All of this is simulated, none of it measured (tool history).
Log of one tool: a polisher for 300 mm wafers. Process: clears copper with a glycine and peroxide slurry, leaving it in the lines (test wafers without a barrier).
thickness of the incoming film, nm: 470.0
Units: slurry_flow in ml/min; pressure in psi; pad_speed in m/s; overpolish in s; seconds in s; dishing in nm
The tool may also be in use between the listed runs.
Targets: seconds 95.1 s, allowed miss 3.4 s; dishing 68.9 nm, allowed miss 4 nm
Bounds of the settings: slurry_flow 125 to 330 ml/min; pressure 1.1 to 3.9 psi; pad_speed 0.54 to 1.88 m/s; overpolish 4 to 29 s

{"run": 1, "hour": 0.0, "slurry_flow": 210, "pressure": 2.5, "pad_speed": 1.2, "overpolish": 15, "seconds": 61.444, "dishing": 73.776}
{"run": 2, "hour": 7.0, "slurry_flow": 210, "pressure": 2.5, "pad_speed": 1.2, "overpolish": 21, "seconds": 61.719, "dishing": 97.439}
{"run": 3, "hour": 13.0, "slurry_flow": 210, "pressure": 2.3, "pad_speed": 1.2, "overpolish": 21, "seconds": 66.066, "dishing": 94.375}
{"run": 4, "hour": 18.7, "slurry_flow": 210, "pressure": 2.9, "pad_speed": 1.2, "overpolish": 21, "seconds": 54.499, "dishing": 106.56}
{"run": 5, "hour": 19.9, "slurry_flow": 210, "pressure": 2.6, "pad_speed": 1.2, "overpolish": 21, "seconds": 58.816, "dishing": 98.918}
{"run": 6, "hour": 28.3, "slurry_flow": 210, "pressure": 2.6, "pad_speed": 1.2, "overpolish": 26, "seconds": 59.935, "dishing": 112.81}
{"run": 7, "hour": 33.8, "slurry_flow": 210, "pressure": 2.4, "pad_speed": 1.2, "overpolish": 25, "seconds": 63.857, "dishing": 106.7}
{"hour": 38.4, "done": "head pressure recalibrated"}
{"run": 8, "hour": 38.4, "slurry_flow": 210, "pressure": 2.2, "pad_speed": 1.2, "overpolish": 24, "seconds": 73.867, "dishing": 93.456}
{"run": 9, "hour": 46.1, "slurry_flow": 210, "pressure": 2.1, "pad_speed": 1.2, "overpolish": 23, "seconds": 77.361, "dishing": 85.832}
{"run": 10, "hour": 47.8, "slurry_flow": 210, "pressure": 2, "pad_speed": 1.2, "overpolish": 23, "seconds": 79.908, "dishing": 82.44}
{"run": 11, "hour": 52.6, "slurry_flow": 210, "pressure": 1.9, "pad_speed": 1.2, "overpolish": 23, "seconds": 82.74, "dishing": 80.333}
{"run": 12, "hour": 55.9, "slurry_flow": 205, "pressure": 1.7, "pad_speed": 1.2, "overpolish": 22, "seconds": 91.434, "dishing": 71.052}
{"run": 13, "hour": 61.6, "slurry_flow": 200, "pressure": 1.7, "pad_speed": 1.2, "overpolish": 22, "seconds": 92.759, "dishing": 73.105}
{"run": 14, "hour": 65.1, "slurry_flow": 200, "pressure": 1.7, "pad_speed": 1.2, "overpolish": 21, "seconds": 89.28, "dishing": 69.221}

Which of these 4 next moves meets every target?
{"run": "A", "hour": 68.6, "slurry_flow": 200, "pressure": 1.6, "pad_speed": 1.36, "overpolish": 20, "seconds": "?", "dishing": "?"}
{"run": "B", "hour": 68.6, "slurry_flow": 235, "pressure": 1.6, "pad_speed": 1.38, "overpolish": 20, "seconds": "?", "dishing": "?"}
{"run": "C", "hour": 68.6, "slurry_flow": 235, "pressure": 1.8, "pad_speed": 1.26, "overpolish": 19, "seconds": "?", "dishing": "?"}
{"run": "D", "hour": 68.6, "slurry_flow": 155, "pressure": 1.7, "pad_speed": 1.2, "overpolish": 21, "seconds": "?", "dishing": "?"}

move=A seconds=88.153 dishing=69.105
move=B seconds=85.924 dishing=70.4
move=C seconds=83.388 dishing=70.067
move=D seconds=94.081 dishing=68.875
A: further off than the last run
B: further off than the last run
C: further off than the last run
D: meets every target
Move D is the one to make.
